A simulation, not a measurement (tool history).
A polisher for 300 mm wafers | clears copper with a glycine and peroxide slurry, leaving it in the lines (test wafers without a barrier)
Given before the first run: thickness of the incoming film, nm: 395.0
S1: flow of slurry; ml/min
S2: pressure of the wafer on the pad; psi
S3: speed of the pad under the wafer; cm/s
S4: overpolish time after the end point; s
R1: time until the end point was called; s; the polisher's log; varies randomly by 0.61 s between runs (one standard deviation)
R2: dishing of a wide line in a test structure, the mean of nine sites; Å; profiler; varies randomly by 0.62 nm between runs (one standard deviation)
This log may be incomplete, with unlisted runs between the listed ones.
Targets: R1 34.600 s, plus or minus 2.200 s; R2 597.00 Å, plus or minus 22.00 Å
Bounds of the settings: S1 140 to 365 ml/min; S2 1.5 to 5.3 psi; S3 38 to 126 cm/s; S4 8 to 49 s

{"run": 1, "hour": 0.0, "S1": 235, "S2": 3.4, "S3": 82, "S4": 25, "R1": 63.586, "R2": 864.51}
{"run": 2, "hour": 1.2, "S1": 190, "S2": 3.4, "S3": 82, "S4": 25, "R1": 63.709, "R2": 838.47}
{"run": 3, "hour": 7.6, "S1": 245, "S2": 3.4, "S3": 82, "S4": 25, "R1": 62.353, "R2": 874.53}
{"run": 4, "hour": 16.3, "S1": 245, "S2": 3.4, "S3": 82, "S4": 20, "R1": 63.833, "R2": 728.53}
{"run": 5, "hour": 23.9, "S1": 245, "S2": 3.4, "S3": 82, "S4": 13, "R1": 64.401, "R2": 533.84}
{"run": 6, "hour": 29.1, "S1": 220, "S2": 3.7, "S3": 90, "S4": 12, "R1": 55.433, "R2": 547.05}
{"run": 7, "hour": 36.5, "S1": 220, "S2": 4.0, "S3": 92, "S4": 11, "R1": 52.394, "R2": 550.86}
{"run": 8, "hour": 43.7, "S1": 210, "S2": 4.3, "S3": 98, "S4": 10, "R1": 45.769, "R2": 571.65}
{"run": 9, "hour": 48.0, "S1": 195, "S2": 4.5, "S3": 102, "S4": 10, "R1": 43.657, "R2": 607.29}
{"run": 10, "hour": 50.3, "S1": 260, "S2": 4.1, "S3": 116, "S4": 8, "R1": 41.796, "R2": 529.39}
{"run": 11, "hour": 50.8, "S1": 260, "S2": 4.3, "S3": 118, "S4": 8, "R1": 38.974, "R2": 538.04}
{"run": 12, "hour": 57.1, "S1": 260, "S2": 4.8, "S3": 120, "S4": 10, "R1": 34.47, "R2": 722.92}

Which single option among these 5 for the next run brings every result within its allowed miss of target? Just one does.
{"run": "A", "hour": 63.4, "S1": 280, "S2": 5.1, "S3": 110, "S4": 9, "R1": "?", "R2": "?"}
{"run": "B", "hour": 63.4, "S1": 255, "S2": 4.7, "S3": 126, "S4": 12, "R1": "?", "R2": "?"}
{"run": "C", "hour": 63.4, "S1": 220, "S2": 4.2, "S3": 116, "S4": 8, "R1": "?", "R2": "?"}
{"run": "D", "hour": 63.4, "S1": 210, "S2": 4.9, "S3": 120, "S4": 8, "R1": "?", "R2": "?"}
{"run": "E", "hour": 63.4, "S1": 265, "S2": 4.5, "S3": 126, "S4": 12, "R1": "?", "R2": "?"}

move=A R1=34.730 R2=669.75
move=B R1=33.399 R2=844.56
move=C R1=40.546 R2=534.15
move=D R1=34.451 R2=612.64
move=E R1=34.596 R2=821.76
A: closer than the last run, but not yet in spec
B: moves away from the targets compared with the last run
C: takes the result that was furthest off past its target
D: all results land within tolerance of their targets
E: moves away from the targets compared with the last run
Move D is the one to make.

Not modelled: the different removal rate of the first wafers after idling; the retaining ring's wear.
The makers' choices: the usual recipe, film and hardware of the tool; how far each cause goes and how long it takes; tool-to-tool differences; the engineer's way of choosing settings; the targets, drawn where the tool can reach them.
